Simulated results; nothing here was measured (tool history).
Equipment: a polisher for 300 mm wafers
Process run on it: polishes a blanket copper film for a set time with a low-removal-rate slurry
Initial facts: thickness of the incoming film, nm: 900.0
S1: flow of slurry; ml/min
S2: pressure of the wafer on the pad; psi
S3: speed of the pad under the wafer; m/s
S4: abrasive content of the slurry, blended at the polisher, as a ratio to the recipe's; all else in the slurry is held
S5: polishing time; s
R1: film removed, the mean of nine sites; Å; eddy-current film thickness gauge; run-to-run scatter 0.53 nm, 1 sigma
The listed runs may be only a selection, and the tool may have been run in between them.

| run | hour | S1 | S2 | S3 | S4 | S5 | R1 |
|---|---|---|---|---|---|---|---|
| 1 | 0.0 | 290 | 3.0 | 0.98 | 1.0 | 44 | 1507.80 |
| 2 | 5.0 | 290 | 2.7 | 0.92 | 1.0 | 44 | 1317.00 |
| 3 | 8.5 | 290 | 2.5 | 0.86 | 1.0 | 44 | 1196.60 |
| 4 | 9.3 | 290 | 2.3 | 0.80 | 1.0 | 44 | 1046.60 |
| 5 | 15.6 | 290 | 2.2 | 0.76 | 1.0 | 44 | 998.56 |
| 6 | 20.5 | 290 | 2.1 | 0.72 | 1.0 | 44 | 915.41 |
| 7 | 29.4 | 290 | 2.0 | 0.70 | 1.0 | 44 | 883.01 |
| 8 | 37.5 | 285 | 1.4 | 0.50 | 1.0 | 44 | 556.10 |
| 9 | 40.5 | 290 | 1.4 | 0.50 | 1.0 | 44 | 563.34 |
| 10 | 46.8 | 295 | 1.4 | 0.50 | 1.0 | 44 | 556.15 |
| 11 | 53.1 | 295 | 1.5 | 0.50 | 1.0 | 44 | 588.15 |

What will run 12 give?
| 12 | 58.2 | 300 | 1.5 | 0.50 | 1.0 | 44 | ? |

R1: 578.44 Å

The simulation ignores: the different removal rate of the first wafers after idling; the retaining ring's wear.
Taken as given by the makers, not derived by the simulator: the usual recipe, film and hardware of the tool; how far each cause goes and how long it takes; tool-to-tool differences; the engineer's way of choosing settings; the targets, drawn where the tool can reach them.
